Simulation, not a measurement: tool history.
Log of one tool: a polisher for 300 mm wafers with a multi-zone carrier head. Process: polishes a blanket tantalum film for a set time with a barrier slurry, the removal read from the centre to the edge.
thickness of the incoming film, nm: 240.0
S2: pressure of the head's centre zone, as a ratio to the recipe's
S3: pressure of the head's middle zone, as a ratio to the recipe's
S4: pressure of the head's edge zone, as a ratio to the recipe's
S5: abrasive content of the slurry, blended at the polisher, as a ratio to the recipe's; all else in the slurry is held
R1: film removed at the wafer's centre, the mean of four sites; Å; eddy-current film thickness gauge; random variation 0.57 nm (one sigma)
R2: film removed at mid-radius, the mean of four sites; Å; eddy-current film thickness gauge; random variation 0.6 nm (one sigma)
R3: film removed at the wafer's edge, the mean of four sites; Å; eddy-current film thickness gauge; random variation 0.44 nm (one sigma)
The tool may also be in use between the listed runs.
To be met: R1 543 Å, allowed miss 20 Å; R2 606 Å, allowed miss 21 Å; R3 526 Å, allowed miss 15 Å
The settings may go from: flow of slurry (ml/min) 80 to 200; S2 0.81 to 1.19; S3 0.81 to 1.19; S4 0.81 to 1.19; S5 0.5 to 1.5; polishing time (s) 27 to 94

{"run": 1, "hour": 0.0, "flow of slurry (ml/min)": 130, "S2": 1, "S3": 1, "S4": 1, "S5": 1, "polishing time (s)": 60, "R1": 679.07, "R2": 727.18, "R3": 723.32}
{"run": 2, "hour": 0.9, "flow of slurry (ml/min)": 100, "S2": 1, "S3": 1, "S4": 1, "S5": 1, "polishing time (s)": 60, "R1": 618.94, "R2": 684.75, "R3": 688.13}
{"run": 3, "hour": 8.8, "flow of slurry (ml/min)": 100, "S2": 1.01, "S3": 1.02, "S4": 0.95, "S5": 0.85, "polishing time (s)": 59, "R1": 576.96, "R2": 648.74, "R3": 623.37}
{"run": 4, "hour": 15.5, "flow of slurry (ml/min)": 100, "S2": 1.01, "S3": 1.02, "S4": 0.89, "S5": 0.85, "polishing time (s)": 59, "R1": 569.34, "R2": 635.14, "R3": 602.38}
{"run": 5, "hour": 24.2, "flow of slurry (ml/min)": 80, "S2": 1.01, "S3": 1.02, "S4": 0.89, "S5": 0.85, "polishing time (s)": 59, "R1": 518.11, "R2": 604.6, "R3": 570.01}
{"run": 6, "hour": 27.5, "flow of slurry (ml/min)": 80, "S2": 1.03, "S3": 1.04, "S4": 0.87, "S5": 0.8, "polishing time (s)": 59, "R1": 519.86, "R2": 589.5, "R3": 548.28}
{"run": 7, "hour": 33.8, "flow of slurry (ml/min)": 80, "S2": 1.04, "S3": 1.06, "S4": 0.86, "S5": 0.8, "polishing time (s)": 59, "R1": 530.06, "R2": 606.41, "R3": 542.49}
{"run": 8, "hour": 39.2, "flow of slurry (ml/min)": 80, "S2": 1.07, "S3": 1.06, "S4": 0.82, "S5": 0.75, "polishing time (s)": 59, "R1": 519.98, "R2": 574.06, "R3": 519.6}

Which of these 5 next moves meets every target?
{"run": "A", "hour": 44.6, "flow of slurry (ml/min)": 85, "S2": 1.08, "S3": 0.92, "S4": 0.86, "S5": 0.75, "polishing time (s)": 59, "R1": "?", "R2": "?", "R3": "?"}
{"run": "B", "hour": 44.6, "flow of slurry (ml/min)": 90, "S2": 1.13, "S3": 1.01, "S4": 0.82, "S5": 0.75, "polishing time (s)": 55, "R1": "?", "R2": "?", "R3": "?"}
{"run": "C", "hour": 44.6, "flow of slurry (ml/min)": 80, "S2": 1.13, "S3": 1.01, "S4": 0.81, "S5": 0.85, "polishing time (s)": 56, "R1": "?", "R2": "?", "R3": "?"}
{"run": "D", "hour": 44.6, "flow of slurry (ml/min)": 80, "S2": 1.1, "S3": 1.1, "S4": 0.83, "S5": 0.55, "polishing time (s)": 74, "R1": "?", "R2": "?", "R3": "?"}
{"run": "E", "hour": 44.6, "flow of slurry (ml/min)": 90, "S2": 1.19, "S3": 1.06, "S4": 0.92, "S5": 0.8, "polishing time (s)": 53, "R1": "?", "R2": "?", "R3": "?"}

move=A R1=550.56 R2=522.08 R3=531.62
move=B R1=550.79 R2=537.27 R3=491.27
move=C R1=566.35 R2=556.51 R3=514.02
move=D R1=557.42 R2=604.99 R3=524.52
move=E R1=578.24 R2=557.21 R3=514.96
A: further off than the last run
B: further off than the last run
C: further off than the last run
D: meets every target
E: further off than the last run
The right move is D.
